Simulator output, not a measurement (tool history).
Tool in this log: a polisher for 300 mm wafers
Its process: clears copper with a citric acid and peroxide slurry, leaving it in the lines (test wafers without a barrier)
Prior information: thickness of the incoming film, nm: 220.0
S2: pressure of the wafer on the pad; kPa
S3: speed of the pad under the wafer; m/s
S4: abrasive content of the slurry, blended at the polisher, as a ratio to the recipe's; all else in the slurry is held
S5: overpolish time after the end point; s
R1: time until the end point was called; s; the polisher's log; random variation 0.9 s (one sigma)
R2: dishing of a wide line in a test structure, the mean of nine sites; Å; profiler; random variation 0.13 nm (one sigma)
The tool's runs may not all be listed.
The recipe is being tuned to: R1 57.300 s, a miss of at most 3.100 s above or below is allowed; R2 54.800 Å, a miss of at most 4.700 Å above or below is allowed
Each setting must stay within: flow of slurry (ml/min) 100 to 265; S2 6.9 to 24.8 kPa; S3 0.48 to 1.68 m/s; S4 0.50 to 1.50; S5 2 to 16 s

run 1 hour=0.0 | flow_of_slurry_(ml/min)=170 S2=15.9 S3=1.08 S4=1.00 S5=8 | R1=84.969 R2=136.930
run 2 hour=4.6 | flow_of_slurry_(ml/min)=170 S2=15.9 S3=1.08 S4=1.00 S5=5 | R1=87.335 R2=91.497
run 3 hour=8.6 | flow_of_slurry_(ml/min)=170 S2=16.5 S3=1.12 S4=1.00 S5=4 | R1=82.333 R2=76.649
run 4 hour=10.1 | flow_of_slurry_(ml/min)=170 S2=16.5 S3=1.12 S4=1.00 S5=2 | R1=81.635 R2=39.900
run 5 hour=15.3 | flow_of_slurry_(ml/min)=170 S2=13.8 S3=1.12 S4=1.00 S5=2 | R1=91.865 R2=34.750
run 6 hour=21.6 | flow_of_slurry_(ml/min)=170 S2=13.8 S3=1.12 S4=0.90 S5=2 | R1=93.319 R2=32.494
run 7 hour=25.6 | flow_of_slurry_(ml/min)=170 S2=15.2 S3=1.16 S4=0.80 S5=2 | R1=89.143 R2=34.526
run 8 hour=27.5 | flow_of_slurry_(ml/min)=170 S2=15.2 S3=1.16 S4=0.80 S5=2 | R1=89.371 R2=34.610

Pick the move, out of 5, that brings all results within their allowed miss; only one does.
run A hour=29.4 | flow_of_slurry_(ml/min)=205 S2=11.0 S3=1.06 S4=0.75 S5=4 | R1=? R2=?
run B hour=29.4 | flow_of_slurry_(ml/min)=165 S2=17.9 S3=1.34 S4=0.90 S5=2 | R1=? R2=?
run C hour=29.4 | flow_of_slurry_(ml/min)=170 S2=11.7 S3=0.78 S4=0.60 S5=6 | R1=? R2=?
run D hour=29.4 | flow_of_slurry_(ml/min)=105 S2=8.3 S3=0.82 S4=0.95 S5=7 | R1=? R2=?
run E hour=29.4 | flow_of_slurry_(ml/min)=210 S2=20.7 S3=1.52 S4=0.70 S5=2 | R1=? R2=?

move=A R1=115.900 R2=53.520
move=B R1=68.829 R2=45.322
move=C R1=154.810 R2=59.983
move=D R1=175.860 R2=61.414
move=E R1=58.160 R2=53.525
A: lands further from the targets than the last run did
B: closes in on the targets versus the last run, not all within tolerance yet
C: lands further from the targets than the last run did
D: lands further from the targets than the last run did
E: all results in spec
Go with E: it meets all targets.
